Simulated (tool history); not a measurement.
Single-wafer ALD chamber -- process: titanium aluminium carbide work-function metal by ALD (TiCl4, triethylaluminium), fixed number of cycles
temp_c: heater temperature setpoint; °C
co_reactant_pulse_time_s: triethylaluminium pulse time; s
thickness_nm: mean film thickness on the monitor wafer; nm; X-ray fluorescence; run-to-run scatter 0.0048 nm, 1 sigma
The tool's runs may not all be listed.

run  hour  temp_c  co_reactant_pulse_time_s  thickness_nm
  1     0     305                     11.41        2.1174
  2   0.9     295                     11.41         2.043
  3   5.9     292                     10.59        2.0041
  4     7     290                     10.06        1.9691
  5  10.3     290                     12.42        2.0219
  6  13.2     284                     12.42        1.9643
  7  21.2     283                     11.75        1.9462

Expected results for the next run?
  8  22.5     281                       8.1             ?

{"run 8": {"thickness_nm": 1.8284}}

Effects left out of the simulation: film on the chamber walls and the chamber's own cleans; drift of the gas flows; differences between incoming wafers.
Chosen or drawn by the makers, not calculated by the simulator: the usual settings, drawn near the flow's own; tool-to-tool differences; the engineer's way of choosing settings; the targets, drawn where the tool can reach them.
